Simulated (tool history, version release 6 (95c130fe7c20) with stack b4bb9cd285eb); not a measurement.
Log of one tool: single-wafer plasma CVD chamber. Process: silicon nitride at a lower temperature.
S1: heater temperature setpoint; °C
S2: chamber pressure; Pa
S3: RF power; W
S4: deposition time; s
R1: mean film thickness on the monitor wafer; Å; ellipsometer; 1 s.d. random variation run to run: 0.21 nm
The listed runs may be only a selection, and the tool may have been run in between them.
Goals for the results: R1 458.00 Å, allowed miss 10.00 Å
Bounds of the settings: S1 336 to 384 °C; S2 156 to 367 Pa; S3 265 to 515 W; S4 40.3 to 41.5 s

run  hour   S1   S2   S3    S4      R1
  1   0.0  360  261  390  40.3  566.04
  2   4.9  360  261  350  40.3  521.81
  3  11.0  368  261  350  40.3  515.05
  4  12.0  368  245  345  40.3  500.27
  5  12.9  368  245  385  40.3  551.89
  6  15.2  368  245  410  40.3  578.65
  7  18.4  368  245  410  40.3  578.26
  8  21.6  368  231  390  40.3  546.30

Below are 4 possible settings for the next run. Only one of them brings all results inside the allowed miss of their targets. Which is it?
  A  24.8  359  204  365  40.3   ?
  B  24.8  359  343  465  41.5   ?
  C  24.8  366  199  405  41.5   ?
  D  24.8  367  195  335  40.3   ?

move      R1
   A  510.03
   B  717.51
   C  568.24
   D  465.47
A: moves toward the targets from the last run without getting all of them in spec
B: moves away from the targets compared with the last run
C: moves away from the targets compared with the last run
D: every result within its allowed miss
So the answer is move D, the one that meets all the targets.
